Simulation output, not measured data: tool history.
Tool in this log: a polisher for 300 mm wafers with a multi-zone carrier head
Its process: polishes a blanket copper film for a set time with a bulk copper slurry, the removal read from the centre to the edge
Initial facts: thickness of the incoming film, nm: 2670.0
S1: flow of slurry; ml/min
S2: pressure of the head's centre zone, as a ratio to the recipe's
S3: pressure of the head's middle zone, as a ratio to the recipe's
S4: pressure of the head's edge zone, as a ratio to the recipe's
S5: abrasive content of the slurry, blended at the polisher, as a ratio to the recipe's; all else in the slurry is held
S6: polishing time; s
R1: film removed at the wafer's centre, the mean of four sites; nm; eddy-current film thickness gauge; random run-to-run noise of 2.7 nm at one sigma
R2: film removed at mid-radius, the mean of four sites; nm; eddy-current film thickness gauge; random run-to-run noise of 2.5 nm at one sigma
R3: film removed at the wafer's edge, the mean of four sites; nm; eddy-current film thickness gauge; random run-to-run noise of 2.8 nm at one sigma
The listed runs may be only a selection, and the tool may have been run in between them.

run  hour   S1    S2    S3    S4    S5  S6      R1      R2      R3
  1     0  275     1     1     1     1  42  273.97  288.26  267.82
  2   6.6  275  1.06     1     1     1  42  289.15  290.63  267.28
  3  15.3  275  1.06  0.92     1     1  42  286.33  275.09  270.21
  4  23.3  275  1.04  0.95  0.96   0.9  42  277.42  273.63     261
  5  28.3  275  1.04  0.87  0.96   0.9  42  275.72  246.55  258.21
  6  34.8  275  1.04   0.9  0.96   0.9  42  275.21  251.89  262.66
  7  41.9  275  1.04  0.96  0.94  0.85  41  267.03  260.25  247.34
  8  50.3  270  1.02  0.98  0.91   0.8  41  253.73   262.6  235.37
  9  53.8  260  1.01  0.98  0.89   0.8  41  249.28  260.58  230.39

Run 10, settings as shown, results not yet in. Your forecast:
 10  61.2  255   1  0.98  0.88  0.8  41   ?   ?   ?

{"run 10": {"R1": 250.11, "R2": 260.16, "R3": 232.79}}
